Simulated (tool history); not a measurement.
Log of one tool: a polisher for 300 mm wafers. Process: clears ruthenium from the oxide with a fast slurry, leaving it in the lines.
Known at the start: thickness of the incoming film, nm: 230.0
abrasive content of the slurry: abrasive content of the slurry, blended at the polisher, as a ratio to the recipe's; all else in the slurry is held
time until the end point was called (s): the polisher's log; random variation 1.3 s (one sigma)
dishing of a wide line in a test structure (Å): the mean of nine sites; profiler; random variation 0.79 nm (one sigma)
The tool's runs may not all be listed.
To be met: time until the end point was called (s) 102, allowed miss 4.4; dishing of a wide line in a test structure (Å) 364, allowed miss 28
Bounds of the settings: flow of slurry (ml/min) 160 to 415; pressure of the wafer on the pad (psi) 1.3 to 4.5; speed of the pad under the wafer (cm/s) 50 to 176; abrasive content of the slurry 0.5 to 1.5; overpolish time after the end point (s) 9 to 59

run	hour	flow of slurry (ml/min)	pressure of the wafer on the pad (psi)	speed of the pad under the wafer (cm/s)	abrasive content of the slurry	overpolish time after the end point (s)	time until the end point was called (s)	dishing of a wide line in a test structure (Å)
1	0	265	2.9	112	1	30	45.566	806.52
2	0.7	265	2.9	112	1	42	46.419	891.77
3	1.6	240	2.9	112	1	42	46.442	930.25
4	3.3	250	2.8	108	1	39	50.038	881.22
5	5.7	265	2.7	106	0.95	36	53.404	825.85
6	7.8	265	2.7	84	0.95	36	66.449	713.27
7	13.8	265	2.7	84	0.95	36	66.588	727.75
8	17.1	280	2.6	82	1	33	68.596	640.81
9	17.7	285	2.5	82	1	31	69.635	627.9
10	18.8	290	2.4	80	1	29	74.958	591.78
11	21.3	295	2.3	80	1	27	76.571	524.71
12	26.3	295	2.2	80	1	26	83.807	494.53
13	28.1	295	2.2	80	1	25	80.926	488.93

5 next moves are on the table. One of them brings every result within its allowed miss. Which?
A	29.9	195	2.1	78	0.6	31	?	?
B	29.9	255	1.8	76	1.1	21	?	?
C	29.9	255	2.2	78	0.8	37	?	?
D	29.9	255	2	62	1.1	28	?	?
E	29.9	275	2.2	74	0.9	25	?	?

move	time until the end point was called (s)	dishing of a wide line in a test structure (Å)
A	115.88	435.7
B	102.36	351.46
C	94.211	579.67
D	112.64	411.07
E	93.515	435.48
A: takes the result that was furthest off past its target
B: meets every target
C: further off than the last run
D: takes the result that was furthest off past its target
E: nearer than the last run, and not there yet
The right move is B.
